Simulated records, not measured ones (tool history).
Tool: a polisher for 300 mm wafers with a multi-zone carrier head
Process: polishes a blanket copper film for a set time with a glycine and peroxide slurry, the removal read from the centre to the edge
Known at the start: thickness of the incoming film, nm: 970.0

| run | hour | flow of slurry (ml/min) | pressure of the head's centre zone | pressure of the head's middle zone | pressure of the head's edge zone | polishing time (s) | film removed at the wafer's centre (nm) | film removed at mid-radius (nm) | film removed at the wafer's edge (nm) |
|---|---|---|---|---|---|---|---|---|---|
| 1 | 0 | 315 | 1 | 1 | 1 | 75 | 302.16 | 299.35 | 297.58 |
| 2 | 5.7 | 315 | 1 | 1.08 | 1 | 75 | 294.44 | 312.4 | 301.71 |
| 3 | 11 | 310 | 0.97 | 1.06 | 1.01 | 67 | 262.22 | 280.29 | 268.36 |
| 4 | 15.6 | 300 | 0.93 | 1.04 | 1.05 | 60 | 216.82 | 241.55 | 245.94 |
| 5 | 16.7 | 300 | 0.91 | 1.02 | 1.04 | 56 | 199.97 | 220.37 | 229.65 |
| 6 | 22.5 | 300 | 0.89 | 1.01 | 1.02 | 54 | 184.28 | 208.45 | 222.24 |
| 7 | 23.3 | 300 | 0.89 | 1.01 | 1 | 52 | 182.66 | 207.29 | 205.89 |
| 8 | 27.6 | 300 | 0.89 | 1.01 | 1 | 52 | 183.88 | 202.67 | 207.23 |

Forecast run 9:
| 9 | 29.4 | 295 | 0.87 | 1 | 0.99 | 52 | ? | ? | ? |

{"run 9": {"film removed at the wafer's centre (nm)": 176.51, "film removed at mid-radius (nm)": 198.38, "film removed at the wafer's edge (nm)": 209.92}}

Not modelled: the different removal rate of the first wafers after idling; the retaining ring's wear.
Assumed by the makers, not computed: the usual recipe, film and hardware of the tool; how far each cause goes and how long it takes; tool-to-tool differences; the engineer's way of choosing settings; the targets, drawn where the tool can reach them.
